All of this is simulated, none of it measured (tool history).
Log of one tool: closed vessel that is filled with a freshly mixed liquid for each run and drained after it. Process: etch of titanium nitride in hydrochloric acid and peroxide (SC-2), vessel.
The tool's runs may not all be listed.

run  hour  temperature setpoint of the liquid (K)  parts of water to one part each of 37 % hydrochloric acid and 30 % peroxide (parts by volume)  time in the liquid (s)  thickness taken off the titanium nitride on a monitor wafer (Å)
  1   0.0                                  331.15                                                                                            6.0                      30                                                           20.720
  2   7.6                                  331.15                                                                                            7.5                      30                                                           17.174
  3  16.0                                  331.15                                                                                            9.5                      30                                                           14.046
  4  20.0                                  331.15                                                                                            8.5                      30                                                           15.447
  5  25.9                                  331.15                                                                                            8.5                      30                                                           15.502
  6  34.6                                  330.65                                                                                            8.5                      30                                                           14.943

Estimate the outcome of run 7 from the log above:
  7  42.8                                  330.15                                                                                            8.5                      30                                                                ?

Run 7 yielded thickness taken off the titanium nitride on a monitor wafer (Å) 14.543.

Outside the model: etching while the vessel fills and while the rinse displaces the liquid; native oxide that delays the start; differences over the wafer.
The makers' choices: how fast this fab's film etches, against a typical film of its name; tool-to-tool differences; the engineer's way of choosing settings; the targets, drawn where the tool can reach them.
